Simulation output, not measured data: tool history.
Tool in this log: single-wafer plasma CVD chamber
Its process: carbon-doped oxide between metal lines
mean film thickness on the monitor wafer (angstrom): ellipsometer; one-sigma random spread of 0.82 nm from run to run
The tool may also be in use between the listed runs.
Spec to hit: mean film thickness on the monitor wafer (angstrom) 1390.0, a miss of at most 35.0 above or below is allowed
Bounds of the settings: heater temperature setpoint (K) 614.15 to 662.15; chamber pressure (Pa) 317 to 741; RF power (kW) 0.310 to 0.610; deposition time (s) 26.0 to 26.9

run,hour,heater temperature setpoint (K),chamber pressure (Pa),RF power (kW),deposition time (s),mean film thickness on the monitor wafer (angstrom)
1,0.0,638.15,529,0.460,26.0,1163.6
2,1.7,638.15,457,0.460,26.0,1135.6
3,9.9,646.15,457,0.460,26.0,1117.1
4,16.1,645.15,481,0.480,26.1,1161.8
5,17.4,644.15,505,0.500,26.2,1220.9
6,20.6,643.15,528,0.510,26.2,1238.2
7,22.9,642.15,543,0.520,26.2,1260.3
8,27.7,642.15,553,0.530,26.2,1302.6
9,29.4,641.15,567,0.535,26.2,1302.6
10,31.5,641.15,576,0.540,26.2,1319.7
11,36.0,641.15,584,0.545,26.2,1330.6
12,37.7,641.15,591,0.550,26.2,1347.3

4 candidate next runs follow, results not yet known. Just one meets every target within its allowed miss. Identify it.
A,39.4,645.15,589,0.535,26.0,?
B,39.4,643.15,619,0.540,26.0,?
C,39.4,652.15,665,0.530,26.0,?
D,39.4,638.15,572,0.550,26.8,?

move,mean film thickness on the monitor wafer (angstrom)
A,1296.3
B,1320.2
C,1296.1
D,1374.7
A: further off than the last run
B: further off than the last run
C: further off than the last run
D: every result lands within tolerance
D is the move that brings every result within its allowed miss.

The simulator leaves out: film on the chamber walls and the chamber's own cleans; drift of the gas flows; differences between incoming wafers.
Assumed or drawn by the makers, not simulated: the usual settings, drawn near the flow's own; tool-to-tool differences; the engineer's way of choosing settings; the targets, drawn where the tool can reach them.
